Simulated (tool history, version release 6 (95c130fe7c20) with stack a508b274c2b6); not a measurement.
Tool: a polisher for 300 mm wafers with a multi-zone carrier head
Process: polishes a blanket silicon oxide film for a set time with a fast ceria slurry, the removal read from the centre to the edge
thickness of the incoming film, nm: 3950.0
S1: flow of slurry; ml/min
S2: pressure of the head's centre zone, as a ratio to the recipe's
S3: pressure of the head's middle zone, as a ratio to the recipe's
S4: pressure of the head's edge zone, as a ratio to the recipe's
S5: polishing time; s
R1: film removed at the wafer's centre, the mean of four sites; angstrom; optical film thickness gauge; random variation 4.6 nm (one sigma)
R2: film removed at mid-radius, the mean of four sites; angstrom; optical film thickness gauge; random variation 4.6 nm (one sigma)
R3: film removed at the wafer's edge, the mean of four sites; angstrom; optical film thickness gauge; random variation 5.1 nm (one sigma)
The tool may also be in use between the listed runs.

| run | hour | S1 | S2 | S3 | S4 | S5 | R1 | R2 | R3 |
|---|---|---|---|---|---|---|---|---|---|
| 1 | 0 | 245 | 1 | 1 | 1 | 55 | 4732.6 | 4809.7 | 4702.8 |
| 2 | 2.7 | 245 | 1 | 1 | 1 | 67 | 5829 | 5887.8 | 5681.8 |
| 3 | 10.7 | 240 | 0.97 | 0.96 | 0.99 | 61 | 5105.8 | 5172.3 | 5288.2 |
| 4 | 17.9 | 290 | 0.97 | 0.96 | 0.99 | 61 | 5262 | 5357.1 | 5358.2 |
| 5 | 20.2 | 275 | 0.96 | 0.94 | 0.98 | 55 | 4572 | 4744.2 | 4759 |
| 6 | 23.5 | 215 | 0.96 | 0.94 | 0.98 | 55 | 4416.8 | 4674.2 | 4707.4 |
| 7 | 25 | 215 | 0.96 | 0.91 | 0.99 | 51 | 4027 | 4155.6 | 4308.3 |
| 8 | 27.7 | 210 | 0.96 | 0.89 | 1 | 50 | 3963.4 | 4064.9 | 4314.6 |

Forecast run 9:
| 9 | 29 | 205 | 0.96 | 0.87 | 1 | 48 | ? | ? | ? |

Run 9 gave R1 3748.4 angstrom, R2 3740.5 angstrom, R3 3985.3 angstrom.
